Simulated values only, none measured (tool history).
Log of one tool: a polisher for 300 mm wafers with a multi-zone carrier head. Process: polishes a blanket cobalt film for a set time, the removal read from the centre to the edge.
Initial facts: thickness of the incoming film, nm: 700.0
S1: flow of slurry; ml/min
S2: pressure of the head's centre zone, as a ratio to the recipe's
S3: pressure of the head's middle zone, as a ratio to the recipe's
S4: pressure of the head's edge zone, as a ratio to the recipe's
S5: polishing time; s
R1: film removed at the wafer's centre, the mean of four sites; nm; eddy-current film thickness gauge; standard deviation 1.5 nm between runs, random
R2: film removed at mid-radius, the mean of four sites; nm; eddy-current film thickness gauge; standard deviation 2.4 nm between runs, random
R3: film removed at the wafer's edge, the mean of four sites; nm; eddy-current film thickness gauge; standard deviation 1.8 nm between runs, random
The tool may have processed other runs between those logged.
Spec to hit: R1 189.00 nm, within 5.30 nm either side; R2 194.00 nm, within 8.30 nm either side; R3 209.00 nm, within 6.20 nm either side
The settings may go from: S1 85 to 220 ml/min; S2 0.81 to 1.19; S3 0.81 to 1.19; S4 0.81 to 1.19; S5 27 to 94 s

{"run": 1, "hour": 0.0, "S1": 140, "S2": 1.0, "S3": 1.0, "S4": 1.0, "S5": 60, "R1": 210.65, "R2": 218.61, "R3": 216.76}
{"run": 2, "hour": 2.0, "S1": 140, "S2": 1.0, "S3": 1.0, "S4": 1.07, "S5": 60, "R1": 212.79, "R2": 219.26, "R3": 220.98}
{"run": 3, "hour": 8.0, "S1": 130, "S2": 0.99, "S3": 0.98, "S4": 1.07, "S5": 60, "R1": 206.76, "R2": 209.9, "R3": 217.72}
{"run": 4, "hour": 9.4, "S1": 120, "S2": 0.98, "S3": 0.98, "S4": 1.07, "S5": 60, "R1": 197.7, "R2": 205.24, "R3": 215.39}
{"run": 5, "hour": 14.3, "S1": 120, "S2": 0.98, "S3": 0.93, "S4": 1.07, "S5": 60, "R1": 201.08, "R2": 203.25, "R3": 215.25}
{"run": 6, "hour": 15.6, "S1": 120, "S2": 0.98, "S3": 0.93, "S4": 1.03, "S5": 60, "R1": 198.59, "R2": 200.69, "R3": 216.15}
{"run": 7, "hour": 17.2, "S1": 115, "S2": 0.98, "S3": 0.93, "S4": 1.03, "S5": 60, "R1": 196.61, "R2": 195.97, "R3": 215.36}
{"run": 8, "hour": 25.1, "S1": 115, "S2": 0.98, "S3": 0.94, "S4": 1.03, "S5": 60, "R1": 194.49, "R2": 199.98, "R3": 210.58}
{"run": 9, "hour": 28.6, "S1": 110, "S2": 0.98, "S3": 0.93, "S4": 1.03, "S5": 60, "R1": 197.88, "R2": 194.03, "R3": 208.55}

Below are 5 possible settings for the next run. Only one of them brings all results inside the allowed miss of their targets. Which is it?
{"run": "A", "hour": 32.1, "S1": 105, "S2": 1.15, "S3": 1.15, "S4": 1.01, "S5": 55, "R1": "?", "R2": "?", "R3": "?"}
{"run": "B", "hour": 32.1, "S1": 110, "S2": 1.05, "S3": 0.87, "S4": 1.13, "S5": 57, "R1": "?", "R2": "?", "R3": "?"}
{"run": "C", "hour": 32.1, "S1": 145, "S2": 0.96, "S3": 0.95, "S4": 1.11, "S5": 55, "R1": "?", "R2": "?", "R3": "?"}
{"run": "D", "hour": 32.1, "S1": 100, "S2": 1.08, "S3": 0.88, "S4": 1.07, "S5": 57, "R1": "?", "R2": "?", "R3": "?"}
{"run": "E", "hour": 32.1, "S1": 135, "S2": 1.01, "S3": 0.81, "S4": 1.03, "S5": 58, "R1": "?", "R2": "?", "R3": "?"}

move=A R1=208.55 R2=202.32 R3=190.26
move=B R1=199.76 R2=176.45 R3=209.66
move=C R1=189.42 R2=192.04 R3=209.57
move=D R1=199.39 R2=173.12 R3=200.92
move=E R1=206.58 R2=180.32 R3=211.85
A: lands further from the targets than the last run did
B: lands further from the targets than the last run did
C: every result lands within tolerance
D: lands further from the targets than the last run did
E: lands further from the targets than the last run did
Correct choice: C, which meets every target
